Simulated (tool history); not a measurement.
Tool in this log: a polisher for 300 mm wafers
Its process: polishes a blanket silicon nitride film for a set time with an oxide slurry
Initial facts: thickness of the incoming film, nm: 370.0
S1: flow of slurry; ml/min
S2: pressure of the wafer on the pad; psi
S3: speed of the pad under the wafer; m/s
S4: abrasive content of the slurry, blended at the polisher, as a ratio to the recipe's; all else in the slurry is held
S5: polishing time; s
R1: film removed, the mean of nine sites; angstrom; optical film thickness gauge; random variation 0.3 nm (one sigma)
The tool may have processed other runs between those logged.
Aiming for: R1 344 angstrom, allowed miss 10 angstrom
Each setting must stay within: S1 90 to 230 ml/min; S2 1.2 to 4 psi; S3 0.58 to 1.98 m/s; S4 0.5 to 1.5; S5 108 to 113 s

run   hour   S1   S2    S3    S4   S5      R1
  1      0  150  2.6  1.28     1  108  563.25
  2    3.4  145  2.4  1.28     1  108  525.58
  3    4.2  145  2.4  1.28  0.85  108  498.86
  4    5.9  145  2.4  1.28  0.85  113  526.64
  5     10  145  2.4  1.28  0.65  113  483.47
  6   13.3  145  2.2  1.28  0.65  113  448.74
  7   16.1  145  2.1  1.28  0.65  113  434.07
  8   21.4  145  2.1  1.28  0.65  113  424.67
  9   23.1  125  1.5  1.26  0.65  113  306.42
 10   25.8  130  1.5  1.26  0.65  113  304.78
 11     32  140  1.8  1.26  0.65  113  364.41
 12   37.3  135  1.8  1.26  0.65  113  362.69
 13   40.6  135  1.8  1.26  0.65  113  360.25
 14   44.7  130  1.8  1.26  0.65  113  354.74
        49  -- slurry blender recalibrated
 15     49  125  1.8  1.26  0.65  113  392.71
 16   55.5  130  1.8  1.26  0.65  113  395.76
 17   57.5  130  1.8  1.26  0.65  113  393.52
 18   58.6  135  1.8  1.26  0.65  113  398.76
 19   62.5  130  1.7  1.26  0.65  113  380.89
 20   70.5  130  1.7  1.26  0.65  113   374.7
 21   79.5  135  1.7  1.26  0.65  113  380.83
 22   86.8  135  1.7  1.26  0.65  113  377.41
 23   93.3  130  1.7  1.26  0.65  113  376.24
 24   97.4  135  1.7  1.26  0.65  113  377.12
 25  100.3  130  1.7  1.26  0.65  113  373.08

4 candidate next runs follow, results not yet known. Just one meets every target within its allowed miss. Identify it.
  A  103.2  120  1.8  1.16  0.5  108   ?
  B  103.2  145  1.7  1.26  0.5  108   ?
  C  103.2  225  1.3  1.42  0.5  108   ?
  D  103.2  110  1.7  1.02  0.8  113   ?

move      R1
   A  330.53
   B  346.46
   C  320.95
   D  331.95
A: takes the result that was furthest off past its target
B: all results land within tolerance of their targets
C: takes the result that was furthest off past its target
D: takes the result that was furthest off past its target
The right move is B.

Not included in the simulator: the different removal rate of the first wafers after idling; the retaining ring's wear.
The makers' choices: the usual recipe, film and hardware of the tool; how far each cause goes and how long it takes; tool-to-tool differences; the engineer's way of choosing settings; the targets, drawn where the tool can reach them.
